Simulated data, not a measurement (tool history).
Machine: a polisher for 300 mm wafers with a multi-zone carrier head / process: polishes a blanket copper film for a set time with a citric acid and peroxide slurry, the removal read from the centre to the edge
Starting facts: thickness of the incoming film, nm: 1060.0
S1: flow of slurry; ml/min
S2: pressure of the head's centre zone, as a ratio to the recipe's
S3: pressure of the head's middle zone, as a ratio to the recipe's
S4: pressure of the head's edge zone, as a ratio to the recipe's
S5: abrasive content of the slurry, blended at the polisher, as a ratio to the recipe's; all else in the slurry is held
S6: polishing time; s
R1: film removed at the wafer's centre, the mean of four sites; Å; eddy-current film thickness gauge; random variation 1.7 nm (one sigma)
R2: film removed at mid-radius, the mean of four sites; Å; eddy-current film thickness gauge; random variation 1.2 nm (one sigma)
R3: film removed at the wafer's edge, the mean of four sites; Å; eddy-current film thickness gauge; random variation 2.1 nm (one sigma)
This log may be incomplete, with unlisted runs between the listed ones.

run    day   S1    S2    S3    S4    S5  S6      R1       R2       R3
  1  0.000  205  1.00  1.00  1.00  1.00  88  1434.3  1302.20  1280.80
  2  0.100  205  1.00  1.00  1.00  1.00  67  1095.2   976.26   966.85
  3  0.408  210  1.02  1.00  1.03  1.10  74  1262.1  1117.10  1103.50
  4  0.588  210  1.02  0.92  1.03  1.10  74  1271.5  1047.50  1100.90
  5  0.783  210  1.03  0.93  1.06  1.20  80  1401.8  1166.10  1230.30
  6  0.983  210  1.04  0.94  1.08  1.25  85  1523.8  1248.70  1328.10
  7  1.121  215  1.04  0.95  1.10  1.30  89  1600.7  1356.50  1444.50

Run 8 is up next; what results do you expect?
     1.433  -- centre zone pressure recalibrated
  8  1.433  220  1.05  0.96  1.12  1.35  92   ?   ?   ?

{"run 8": {"R1": 1567.2, "R2": 1415.8, "R3": 1540.7}}
